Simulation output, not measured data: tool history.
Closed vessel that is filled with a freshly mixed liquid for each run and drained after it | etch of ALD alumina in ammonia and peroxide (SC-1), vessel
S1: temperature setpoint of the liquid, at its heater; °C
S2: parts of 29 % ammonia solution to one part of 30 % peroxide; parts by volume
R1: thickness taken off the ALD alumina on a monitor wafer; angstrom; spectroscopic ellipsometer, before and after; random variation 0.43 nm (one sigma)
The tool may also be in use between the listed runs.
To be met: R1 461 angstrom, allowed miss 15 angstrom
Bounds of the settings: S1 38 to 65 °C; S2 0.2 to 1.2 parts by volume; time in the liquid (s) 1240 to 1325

Run 1, hour 0: S1 49 °C, S2 0.7 parts by volume, time in the liquid (s) 1240. Result: R1 839.68 angstrom.
Run 2, hour 6.2: S1 47 °C, S2 0.7 parts by volume, time in the liquid (s) 1240. Result: R1 744.49 angstrom.
Run 3, hour 12.7: S1 47 °C, S2 0.7 parts by volume, time in the liquid (s) 1325. Result: R1 799.81 angstrom.
Run 4, hour 20.1: S1 47 °C, S2 0.7 parts by volume, time in the liquid (s) 1325. Result: R1 813.47 angstrom.
Run 5, hour 24.1: S1 47 °C, S2 0.7 parts by volume, time in the liquid (s) 1240. Result: R1 728.16 angstrom.
Run 6, hour 30.4: S1 49.5 °C, S2 0.7 parts by volume, time in the liquid (s) 1240. Result: R1 835.01 angstrom.
Run 7, hour 36.2: S1 47.5 °C, S2 0.7 parts by volume, time in the liquid (s) 1240. Result: R1 763.13 angstrom.
Run 8, hour 44.3: S1 46 °C, S2 0.7 parts by volume, time in the liquid (s) 1240. Result: R1 701.85 angstrom.
Run 9, hour 51: S1 44.5 °C, S2 0.7 parts by volume, time in the liquid (s) 1240. Result: R1 652.7 angstrom.
Run 10, hour 60.4: S1 43.5 °C, S2 0.7 parts by volume, time in the liquid (s) 1240. Result: R1 611.89 angstrom.
Run 11, hour 67.8: S1 38 °C, S2 0.7 parts by volume, time in the liquid (s) 1240. Result: R1 437.12 angstrom.

5 next moves are on the table. One of them brings every result within its allowed miss. Which?
Run A, hour 75.2: S1 38.5 °C, S2 0.8 parts by volume, time in the liquid (s) 1250. Result: R1 ?.
Run B, hour 75.2: S1 38 °C, S2 0.45 parts by volume, time in the liquid (s) 1240. Result: R1 ?.
Run C, hour 75.2: S1 39.5 °C, S2 0.65 parts by volume, time in the liquid (s) 1290. Result: R1 ?.
Run D, hour 75.2: S1 40.5 °C, S2 0.4 parts by volume, time in the liquid (s) 1250. Result: R1 ?.
Run E, hour 75.2: S1 38 °C, S2 0.6 parts by volume, time in the liquid (s) 1240. Result: R1 ?.

move      R1
   A  467.93
   B  426.44
   C   502.4
   D  493.04
   E  438.32
A: meets every target
B: further off than the last run
C: takes the result that was furthest off past its target
D: takes the result that was furthest off past its target
E: nearer than the last run, and not there yet
Move A is the one to make.

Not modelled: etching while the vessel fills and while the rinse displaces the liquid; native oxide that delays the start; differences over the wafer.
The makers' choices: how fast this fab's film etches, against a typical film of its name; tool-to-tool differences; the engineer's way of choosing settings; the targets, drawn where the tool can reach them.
